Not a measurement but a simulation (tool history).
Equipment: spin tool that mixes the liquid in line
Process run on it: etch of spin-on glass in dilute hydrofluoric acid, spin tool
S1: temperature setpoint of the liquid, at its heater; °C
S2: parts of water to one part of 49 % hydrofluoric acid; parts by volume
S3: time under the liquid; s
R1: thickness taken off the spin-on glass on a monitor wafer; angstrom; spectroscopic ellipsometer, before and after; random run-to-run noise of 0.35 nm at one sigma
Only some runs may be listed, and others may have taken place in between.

run	hour	S1	S2	S3	R1
1	0.0	22.0	170	120	328.03
2	1.6	25.0	170	120	365.99
3	6.7	25.5	170	120	371.55
4	7.6	25.5	125	120	540.37
5	15.5	29.0	125	120	614.58
6	18.2	29.0	125	120	620.43

Run 7 has not been measured yet. What should we expect?
# hour 24.6: thermometer replaced
7	24.6	28.0	125	120	?

Run 7 measured R1 551.54 angstrom.
